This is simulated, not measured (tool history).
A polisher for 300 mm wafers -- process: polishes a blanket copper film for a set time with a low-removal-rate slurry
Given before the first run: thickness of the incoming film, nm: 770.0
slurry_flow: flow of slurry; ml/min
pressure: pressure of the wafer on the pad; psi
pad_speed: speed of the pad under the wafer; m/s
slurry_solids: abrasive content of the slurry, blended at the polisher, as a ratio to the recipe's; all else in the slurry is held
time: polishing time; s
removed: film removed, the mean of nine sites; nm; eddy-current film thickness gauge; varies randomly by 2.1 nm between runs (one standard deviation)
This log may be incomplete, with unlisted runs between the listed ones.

run,day,slurry_flow,pressure,pad_speed,slurry_solids,time,removed
1,0.000,255,2.2,1.02,1.0,54,131.21
2,0.275,255,2.4,1.02,1.0,54,143.45
3,0.308,255,2.6,1.02,1.0,54,156.13
4,0.417,255,2.7,1.02,1.0,54,157.90
5,0.475,255,2.2,1.02,1.0,54,131.32
6,0.600,255,2.5,1.02,1.0,54,147.94
7,0.625,255,2.7,1.02,1.0,54,156.96

Forecast run 8:
8,0.888,255,2.8,1.02,1.0,54,?

removed: 166.52 nm

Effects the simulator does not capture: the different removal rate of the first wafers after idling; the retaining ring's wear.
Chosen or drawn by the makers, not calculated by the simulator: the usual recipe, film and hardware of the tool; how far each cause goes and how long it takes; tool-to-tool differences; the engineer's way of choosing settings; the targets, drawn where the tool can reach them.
